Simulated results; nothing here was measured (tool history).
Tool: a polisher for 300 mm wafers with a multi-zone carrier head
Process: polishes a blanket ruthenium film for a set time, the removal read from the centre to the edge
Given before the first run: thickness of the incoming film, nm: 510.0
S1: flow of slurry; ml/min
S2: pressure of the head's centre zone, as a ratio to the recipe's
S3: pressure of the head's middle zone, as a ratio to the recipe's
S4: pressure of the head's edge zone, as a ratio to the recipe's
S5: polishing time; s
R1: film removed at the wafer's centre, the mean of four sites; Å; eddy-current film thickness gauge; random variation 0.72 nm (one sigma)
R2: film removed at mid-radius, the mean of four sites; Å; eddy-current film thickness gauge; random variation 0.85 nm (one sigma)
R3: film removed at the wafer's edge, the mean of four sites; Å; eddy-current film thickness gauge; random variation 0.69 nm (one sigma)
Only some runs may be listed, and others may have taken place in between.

run  hour   S1    S2    S3    S4  S5      R1      R2      R3
  1     0  120     1     1     1  64  1110.6  1117.7  1120.1
  2   2.1  115     1  0.97  0.98  64  1102.1  1081.8  1128.4
  3   4.4  115  1.08  0.97  0.98  64  1194.3  1093.4  1113.6
  4  11.6  115  1.08  0.97  0.98  71  1343.5  1206.3  1232.8
  5  15.3  115  1.08  1.02  0.98  71  1308.2  1253.4  1240.4
  6  16.6  115  1.08  0.95  0.98  71  1305.1  1182.2  1224.2
  7  25.1  110  1.07  0.93  0.97  69  1252.7  1125.1  1183.5
  8    33  105  1.07  0.91  0.96  67  1212.5  1043.9  1141.9
  9  39.4  105  1.06   0.9  0.94  65  1148.1  1010.8  1095.5
 10  45.6  100  1.06  0.89  0.92  64  1115.1  990.71  1049.2
 11  52.2   95  1.06  0.88  0.92  63  1088.8  960.53  1028.3
 12  54.7   90  1.06  0.87  0.92  62  1052.7  914.85  1015.1
 13  58.3   85  1.06  0.86  0.91  62  1030.8  904.12  997.96

Expected results for the next run?
 14  66.1  85  1.06  0.85  0.9  62   ?   ?   ?

{"run 14": {"R1": 1025, "R2": 880.39, "R3": 998.83}}
